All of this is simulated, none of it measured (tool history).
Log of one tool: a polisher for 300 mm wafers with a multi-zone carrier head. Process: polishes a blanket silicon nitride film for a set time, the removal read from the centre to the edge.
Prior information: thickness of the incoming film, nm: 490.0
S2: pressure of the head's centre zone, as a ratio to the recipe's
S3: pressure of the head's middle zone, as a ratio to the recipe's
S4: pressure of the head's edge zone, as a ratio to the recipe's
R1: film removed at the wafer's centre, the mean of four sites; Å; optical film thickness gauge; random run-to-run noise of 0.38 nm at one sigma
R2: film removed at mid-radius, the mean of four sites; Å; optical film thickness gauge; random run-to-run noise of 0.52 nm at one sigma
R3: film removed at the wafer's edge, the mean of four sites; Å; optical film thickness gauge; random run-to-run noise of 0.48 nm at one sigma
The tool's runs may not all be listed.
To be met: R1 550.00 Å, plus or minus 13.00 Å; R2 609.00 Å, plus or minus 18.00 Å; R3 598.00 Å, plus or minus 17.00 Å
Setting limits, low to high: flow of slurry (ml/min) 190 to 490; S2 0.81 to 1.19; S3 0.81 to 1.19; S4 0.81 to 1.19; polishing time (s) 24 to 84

run 1 hour=0.0 | flow_of_slurry_(ml/min)=315 S2=1.00 S3=1.00 S4=1.00 polishing_time_(s)=54 | R1=827.98 R2=872.65 R3=835.90
run 2 hour=7.0 | flow_of_slurry_(ml/min)=375 S2=1.00 S3=1.00 S4=1.00 polishing_time_(s)=54 | R1=834.90 R2=861.00 R3=835.12
run 3 hour=11.2 | flow_of_slurry_(ml/min)=375 S2=1.00 S3=1.00 S4=1.05 polishing_time_(s)=54 | R1=841.16 R2=866.29 R3=864.65
run 4 hour=15.4 | flow_of_slurry_(ml/min)=375 S2=0.98 S3=0.99 S4=1.02 polishing_time_(s)=52 | R1=799.15 R2=819.00 R3=826.97
run 5 hour=16.6 | flow_of_slurry_(ml/min)=370 S2=0.96 S3=0.99 S4=1.00 polishing_time_(s)=50 | R1=749.54 R2=793.08 R3=792.71
run 6 hour=24.4 | flow_of_slurry_(ml/min)=370 S2=0.96 S3=0.99 S4=0.94 polishing_time_(s)=50 | R1=745.28 R2=792.57 R3=758.98
run 7 hour=32.2 | flow_of_slurry_(ml/min)=370 S2=0.95 S3=0.98 S4=0.92 polishing_time_(s)=48 | R1=712.73 R2=749.70 R3=728.19
run 8 hour=40.4 | flow_of_slurry_(ml/min)=365 S2=0.94 S3=0.98 S4=0.91 polishing_time_(s)=47 | R1=688.01 R2=747.05 R3=711.67

Exactly one of the 4 candidate moves below puts every result within its allowed miss. Which one?
run A hour=48.6 | flow_of_slurry_(ml/min)=360 S2=1.13 S3=1.09 S4=0.81 polishing_time_(s)=53 | R1=? R2=? R3=?
run B hour=48.6 | flow_of_slurry_(ml/min)=305 S2=0.88 S3=0.94 S4=0.88 polishing_time_(s)=41 | R1=? R2=? R3=?
run C hour=48.6 | flow_of_slurry_(ml/min)=355 S2=1.03 S3=0.91 S4=0.91 polishing_time_(s)=58 | R1=? R2=? R3=?
run D hour=48.6 | flow_of_slurry_(ml/min)=395 S2=0.95 S3=0.94 S4=0.84 polishing_time_(s)=58 | R1=? R2=? R3=?

move=A R1=923.22 R2=908.87 R3=769.43
move=B R1=547.90 R2=614.37 R3=608.96
move=C R1=918.25 R2=853.73 R3=879.06
move=D R1=852.76 R2=883.40 R3=858.19
A: misses by more than the last run did
B: all results in spec
C: misses by more than the last run did
D: misses by more than the last run did
The move that meets every target is B.

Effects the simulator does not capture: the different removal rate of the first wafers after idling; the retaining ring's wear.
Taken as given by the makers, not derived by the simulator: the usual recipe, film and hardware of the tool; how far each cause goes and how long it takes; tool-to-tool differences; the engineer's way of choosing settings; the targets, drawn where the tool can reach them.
